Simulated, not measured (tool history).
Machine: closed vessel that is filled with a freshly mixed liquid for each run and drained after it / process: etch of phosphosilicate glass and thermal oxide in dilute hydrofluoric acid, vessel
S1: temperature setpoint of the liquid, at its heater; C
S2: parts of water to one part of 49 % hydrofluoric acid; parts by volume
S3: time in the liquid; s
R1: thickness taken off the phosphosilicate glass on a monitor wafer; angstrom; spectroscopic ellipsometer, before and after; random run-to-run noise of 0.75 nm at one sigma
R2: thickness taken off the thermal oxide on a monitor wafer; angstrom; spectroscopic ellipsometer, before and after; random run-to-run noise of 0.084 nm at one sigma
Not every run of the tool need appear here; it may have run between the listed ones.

run 1 hour=0 | S1=26 S2=200 S3=60 | R1=339.06 R2=12.392
run 2 hour=2.2 | S1=26 S2=260 S3=60 | R1=248.86 R2=8.7859
run 3 hour=8.2 | S1=27 S2=235 S3=60 | R1=292.3 R2=10.347
run 4 hour=12.4 | S1=30 S2=235 S3=60 | R1=324.16 R2=11.512
run 5 hour=19.4 | S1=26.5 S2=235 S3=60 | R1=283.46 R2=10.161
run 6 hour=20.9 | S1=27.5 S2=215 S3=60 | R1=330 R2=11.931

The next listed run, before its measurement:
run 7 hour=21.5 | S1=28 S2=200 S3=60 | R1=? R2=?

R1: 366.88 angstrom
R2: 12.764 angstrom

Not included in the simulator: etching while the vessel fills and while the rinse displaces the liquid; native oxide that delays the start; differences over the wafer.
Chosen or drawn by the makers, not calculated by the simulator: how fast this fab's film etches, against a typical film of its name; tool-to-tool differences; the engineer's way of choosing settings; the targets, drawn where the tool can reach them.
